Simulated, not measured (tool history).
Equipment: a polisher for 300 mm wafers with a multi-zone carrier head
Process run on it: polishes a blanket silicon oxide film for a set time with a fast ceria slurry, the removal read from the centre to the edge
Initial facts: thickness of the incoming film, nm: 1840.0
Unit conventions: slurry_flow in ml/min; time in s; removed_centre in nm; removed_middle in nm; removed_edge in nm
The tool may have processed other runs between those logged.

run,hour,slurry_flow,centre_zone,middle_zone,edge_zone,time,removed_centre,removed_middle,removed_edge
1,0,185,1,1,1,35,719.06,737.05,681.64
2,3.9,185,1,1,1,38,785.04,790.74,738.25
3,5.7,195,1.01,1,1.01,38,804.27,805.84,743.31
4,10.8,205,1.01,1,1.02,38,808.38,804.27,767.61
5,13.6,205,1.01,1.08,1.02,38,804.08,849.3,752.55
6,22.2,210,1.02,1.07,1.02,38,822.12,858.67,752.64
7,24.8,215,1.03,1.06,1.03,38,837.54,834.49,769.55

What does the tool deliver on the next run?
8,33.1,220,1.03,1.06,1.03,38,?,?,?

removed_centre: 819.81 nm
removed_middle: 859 nm
removed_edge: 764.86 nm

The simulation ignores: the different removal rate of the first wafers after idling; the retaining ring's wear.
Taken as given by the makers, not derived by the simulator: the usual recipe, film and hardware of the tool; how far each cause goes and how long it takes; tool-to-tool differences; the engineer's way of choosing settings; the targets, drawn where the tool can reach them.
